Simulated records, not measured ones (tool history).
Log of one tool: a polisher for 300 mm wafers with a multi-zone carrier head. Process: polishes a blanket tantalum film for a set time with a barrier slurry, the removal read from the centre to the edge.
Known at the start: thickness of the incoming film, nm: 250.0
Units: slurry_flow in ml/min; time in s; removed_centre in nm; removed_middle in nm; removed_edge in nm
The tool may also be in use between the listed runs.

run	hour	slurry_flow	centre_zone	middle_zone	edge_zone	slurry_solids	time	removed_centre	removed_middle	removed_edge
1	0	305	1	1	1	1	42	79.584	82.227	83.198
2	7.3	345	1	1	1	1	42	82.678	82.861	83.915
3	11.7	345	1	1	1	1.2	42	85.621	87.084	87.997
4	16.8	345	1	1.04	1	1.2	42	87.295	89.164	89.681
5	22.1	345	1	1.04	1	1.35	42	87.178	91.602	90.915
6	30.6	355	1.01	1.06	1	1.35	42	90.449	94.123	90.51
7	36.4	365	1.02	1.08	1.02	1.35	42	89.362	95.711	91.707
8	39.4	370	1.04	1.09	1.03	1.35	42	89.721	95.331	93.064
9	41.3	375	1.06	1.1	1.02	1.35	42	93.719	96.79	92.008

Forecast run 10:
10	46.1	410	1.14	1.19	1.12	1.45	42	?	?	?

{"run 10": {"removed_centre": 101.12, "removed_middle": 104.79, "removed_edge": 98.037}}

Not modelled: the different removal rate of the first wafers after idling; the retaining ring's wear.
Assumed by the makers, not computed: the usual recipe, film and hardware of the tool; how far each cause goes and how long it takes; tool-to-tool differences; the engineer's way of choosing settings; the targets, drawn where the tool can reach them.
